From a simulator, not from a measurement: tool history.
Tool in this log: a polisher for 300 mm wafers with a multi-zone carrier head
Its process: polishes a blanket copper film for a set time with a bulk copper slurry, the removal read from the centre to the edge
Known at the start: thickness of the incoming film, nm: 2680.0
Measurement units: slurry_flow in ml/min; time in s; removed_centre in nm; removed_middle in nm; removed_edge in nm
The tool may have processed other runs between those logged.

run,hour,slurry_flow,centre_zone,middle_zone,edge_zone,slurry_solids,time,removed_centre,removed_middle,removed_edge
1,0,205,1,1,1,1,67,792.56,801.5,781.09
2,8.7,215,1.03,1.03,1.01,1.05,67,828.4,823.11,798.17
3,14.5,235,1.03,1.03,1.01,1.05,67,853.6,825.32,810.13
4,21.1,235,1.03,1.03,1.01,1.05,52,649.71,657.2,617.78
5,28.3,235,1.03,1.03,1.09,1.05,52,640.97,637.52,647.35
6,35,235,1.03,1.03,1.09,1.05,62,753.86,759.72,770.99
7,38.4,240,1.05,1.06,1.07,1.15,63,823.74,778.66,785.87
8,40.8,245,1.05,1.08,1.04,1.15,65,827.58,824.86,819.71
9,42.3,245,1.05,1.08,1.04,1.15,65,871.29,845.5,814.61

What will run 10 give?
10,51.2,250,1.05,1.1,1.03,1.2,66,?,?,?

Run 10 gave removed_centre 859.53 nm, removed_middle 886.64 nm, removed_edge 819.18 nm.
